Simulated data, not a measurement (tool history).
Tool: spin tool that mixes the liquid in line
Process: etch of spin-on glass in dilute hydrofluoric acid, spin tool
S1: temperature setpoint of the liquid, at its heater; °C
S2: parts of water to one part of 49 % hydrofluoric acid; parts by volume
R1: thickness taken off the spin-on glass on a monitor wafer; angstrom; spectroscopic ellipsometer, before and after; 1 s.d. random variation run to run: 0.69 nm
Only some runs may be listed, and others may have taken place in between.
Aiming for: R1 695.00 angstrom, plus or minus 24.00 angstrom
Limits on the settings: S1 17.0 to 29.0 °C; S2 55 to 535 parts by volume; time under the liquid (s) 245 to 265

run 1 hour=0.0 | S1=21.0 S2=295 time_under_the_liquid_(s)=245 | R1=221.50
run 2 hour=0.7 | S1=21.0 S2=295 time_under_the_liquid_(s)=245 | R1=221.87
run 3 hour=5.4 | S1=22.5 S2=255 time_under_the_liquid_(s)=245 | R1=281.77
run 4 hour=7.0 | S1=23.5 S2=225 time_under_the_liquid_(s)=245 | R1=335.08
run 5 hour=9.5 | S1=22.0 S2=225 time_under_the_liquid_(s)=245 | R1=329.08
run 6 hour=14.7 | S1=22.0 S2=265 time_under_the_liquid_(s)=245 | R1=267.39
run 7 hour=22.9 | S1=23.0 S2=235 time_under_the_liquid_(s)=245 | R1=321.91
run 8 hour=30.4 | S1=24.0 S2=210 time_under_the_liquid_(s)=245 | R1=381.69
run 9 hour=35.3 | S1=25.0 S2=195 time_under_the_liquid_(s)=245 | R1=432.27
run 10 hour=42.1 | S1=25.5 S2=185 time_under_the_liquid_(s)=245 | R1=465.47
run 11 hour=45.6 | S1=26.0 S2=175 time_under_the_liquid_(s)=245 | R1=501.45
run 12 hour=50.5 | S1=26.5 S2=165 time_under_the_liquid_(s)=245 | R1=555.44

Which single option among these 4 for the next run brings every result within its allowed miss of target? Just one does.
run A hour=55.4 | S1=28.0 S2=220 time_under_the_liquid_(s)=245 | R1=?
run B hour=55.4 | S1=28.5 S2=205 time_under_the_liquid_(s)=245 | R1=?
run C hour=55.4 | S1=27.5 S2=125 time_under_the_liquid_(s)=250 | R1=?
run D hour=55.4 | S1=27.0 S2=140 time_under_the_liquid_(s)=250 | R1=?

move=A R1=413.89
move=B R1=459.97
move=C R1=819.02
move=D R1=704.23
A: moves away from the targets compared with the last run
B: moves away from the targets compared with the last run
C: moves the result that the last run missed by most past its target, out the other side
D: all results in spec
D meets every target.

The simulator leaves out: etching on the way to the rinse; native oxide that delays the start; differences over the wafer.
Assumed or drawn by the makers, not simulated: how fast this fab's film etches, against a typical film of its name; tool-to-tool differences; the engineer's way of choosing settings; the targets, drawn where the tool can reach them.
